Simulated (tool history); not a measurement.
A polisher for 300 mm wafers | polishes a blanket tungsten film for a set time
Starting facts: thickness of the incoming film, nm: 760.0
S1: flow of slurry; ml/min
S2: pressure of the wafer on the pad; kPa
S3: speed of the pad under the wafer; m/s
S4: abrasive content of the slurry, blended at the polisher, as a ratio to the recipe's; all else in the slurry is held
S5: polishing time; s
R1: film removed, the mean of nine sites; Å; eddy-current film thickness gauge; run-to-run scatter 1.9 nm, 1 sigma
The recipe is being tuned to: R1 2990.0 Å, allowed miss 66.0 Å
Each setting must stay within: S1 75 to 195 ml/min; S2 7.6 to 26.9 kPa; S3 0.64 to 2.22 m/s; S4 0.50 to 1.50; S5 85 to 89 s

run	day	S1	S2	S3	S4	S5	R1
1	0.000	125	17.2	1.42	1.00	85	3829.1
2	0.079	120	16.5	1.42	1.00	85	3671.9
3	0.346	115	15.9	1.42	1.00	85	3446.8
4	0.433	115	15.9	1.42	1.00	85	3500.1
5	0.642	115	15.9	1.42	1.00	85	3478.7
6	0.754	110	15.9	1.42	1.00	85	3447.6
7	1.079	105	15.9	1.42	1.00	85	3340.7
8	1.283	105	15.9	1.42	1.00	85	3388.6
9	1.433	80	13.8	1.42	1.00	85	2758.1
10	1.771	85	13.8	1.42	1.00	85	2828.3
11	1.975	85	13.8	1.42	1.00	85	2789.0
12	2.175	120	14.5	1.42	1.00	85	3239.0
13	2.288	115	14.5	1.42	1.00	85	3172.7
14	2.471	110	14.5	1.42	1.00	85	3144.6
15	2.704	105	14.5	1.42	1.00	85	3083.2
16	2.921	100	14.5	1.42	1.00	85	3065.3

Exercise: of the 5 proposed moves below, exactly one satisfies all targets within the stated allowed misses. Which move is it?
A	3.138	80	13.8	1.60	0.70	89	?
B	3.138	80	13.1	1.60	0.95	89	?
C	3.138	155	12.4	1.66	0.70	89	?
D	3.138	110	12.4	1.76	0.75	89	?
E	3.138	115	12.4	1.48	1.00	85	?

move	R1
A	2793.0
B	2962.3
C	3115.5
D	3127.6
E	2851.2
A: the result that was furthest off in the last run now lies on the other side of its target
B: all results in spec
C: its largest miss is bigger than the last run's
D: its largest miss is bigger than the last run's
E: the result that was furthest off in the last run now lies on the other side of its target
Answer: B
